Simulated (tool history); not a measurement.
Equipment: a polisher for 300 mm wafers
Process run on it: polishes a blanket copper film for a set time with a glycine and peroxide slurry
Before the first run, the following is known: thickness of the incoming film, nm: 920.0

run	hour	flow of slurry (ml/min)	pressure of the wafer on the pad (kPa)	speed of the pad under the wafer (m/s)	polishing time (s)	film removed (angstrom)
1	0.0	260	14.5	1.12	77	3308.1
2	5.5	250	13.8	1.12	77	3145.8
3	6.1	250	13.8	1.12	77	3197.9
4	13.7	250	13.8	1.02	77	3049.2
5	18.8	250	13.8	0.78	77	2654.9
6	22.8	255	14.5	0.78	77	2781.9

Forecast run 7:
7	28.9	265	14.5	0.78	77	?

Run 7 gave film removed (angstrom) 2760.0.
